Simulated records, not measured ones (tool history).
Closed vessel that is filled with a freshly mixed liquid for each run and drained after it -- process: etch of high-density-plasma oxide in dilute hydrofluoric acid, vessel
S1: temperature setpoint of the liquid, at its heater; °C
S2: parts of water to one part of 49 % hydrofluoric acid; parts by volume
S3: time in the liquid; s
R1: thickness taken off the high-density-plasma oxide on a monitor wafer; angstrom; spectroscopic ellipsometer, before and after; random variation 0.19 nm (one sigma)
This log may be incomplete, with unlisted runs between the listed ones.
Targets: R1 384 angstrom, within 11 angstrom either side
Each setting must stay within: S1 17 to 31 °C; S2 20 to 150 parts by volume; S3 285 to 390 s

| run | hour | S1 | S2 | S3 | R1 |
|---|---|---|---|---|---|
| 1 | 0 | 23 | 85 | 390 | 238.85 |
| 2 | 3.3 | 23 | 95 | 390 | 211.71 |
| 3 | 9.8 | 23 | 80 | 390 | 255.74 |
| 4 | 14.2 | 21 | 80 | 390 | 235.3 |
| 5 | 19.6 | 23 | 80 | 390 | 254.47 |
| 6 | 24.7 | 23 | 80 | 285 | 186.44 |
| 7 | 25.9 | 24 | 70 | 295 | 232.74 |
| 8 | 31.5 | 25 | 60 | 295 | 284.37 |
| 9 | 35.8 | 26 | 60 | 295 | 294.54 |
| 10 | 40 | 26 | 60 | 295 | 300.15 |
| 11 | 44.5 | 27 | 60 | 295 | 307.59 |
| 12 | 53.8 | 31 | 50 | 295 | 443.66 |
| 13 | 60.5 | 30.5 | 50 | 295 | 438.36 |
| 14 | 68 | 30 | 50 | 295 | 429.16 |
| 15 | 77.4 | 29.5 | 50 | 295 | 418.85 |
| 16 | 85.1 | 29 | 50 | 295 | 405.72 |
| 17 | 88.8 | 28.5 | 50 | 295 | 402.28 |

Exercise: of the 4 proposed moves below, exactly one satisfies all targets within the stated allowed misses. Which move is it?
| A | 92.5 | 27.5 | 50 | 295 | ? |
| B | 92.5 | 27.5 | 60 | 380 | ? |
| C | 92.5 | 24 | 45 | 315 | ? |
| D | 92.5 | 26 | 55 | 375 | ? |

| move | R1 |
|---|---|
| A | 385.47 |
| B | 407.88 |
| C | 399.42 |
| D | 416.45 |
A: all results in spec
B: moves away from the targets compared with the last run
C: nearer the targets than the last run, but a result is still out of spec
D: moves away from the targets compared with the last run
Move A is the one to make.

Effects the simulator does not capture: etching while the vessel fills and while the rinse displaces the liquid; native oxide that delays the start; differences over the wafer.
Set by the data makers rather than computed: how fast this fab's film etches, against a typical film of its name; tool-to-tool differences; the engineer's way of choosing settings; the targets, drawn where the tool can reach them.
